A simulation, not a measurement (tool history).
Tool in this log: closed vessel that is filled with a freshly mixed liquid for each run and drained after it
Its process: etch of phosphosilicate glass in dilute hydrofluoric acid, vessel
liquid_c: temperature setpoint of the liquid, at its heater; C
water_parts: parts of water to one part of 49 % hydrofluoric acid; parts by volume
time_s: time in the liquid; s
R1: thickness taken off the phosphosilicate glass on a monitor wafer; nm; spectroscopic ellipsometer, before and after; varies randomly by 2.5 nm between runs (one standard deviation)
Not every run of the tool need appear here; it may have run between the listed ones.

run 1 hour=0 | liquid_c=21 water_parts=70 time_s=95 | R1=201.95
run 2 hour=7.3 | liquid_c=23 water_parts=70 time_s=95 | R1=217.05
run 3 hour=11.9 | liquid_c=24.5 water_parts=65 time_s=95 | R1=255.33
run 4 hour=14.9 | liquid_c=24.5 water_parts=85 time_s=95 | R1=188.09
run 5 hour=20.5 | liquid_c=26 water_parts=75 time_s=95 | R1=229.99
run 6 hour=27.4 | liquid_c=26 water_parts=75 time_s=100 | R1=241.07
run 7 hour=32.3 | liquid_c=27 water_parts=70 time_s=100 | R1=267.34
run 8 hour=40.9 | liquid_c=29 water_parts=50 time_s=100 | R1=422.11
run 9 hour=49.9 | liquid_c=28 water_parts=50 time_s=100 | R1=407.03
run 10 hour=52.1 | liquid_c=27.5 water_parts=50 time_s=100 | R1=397.3

Expected results for the next run?
run 11 hour=53.1 | liquid_c=27 water_parts=50 time_s=100 | R1=?

R1: 389.89 nm
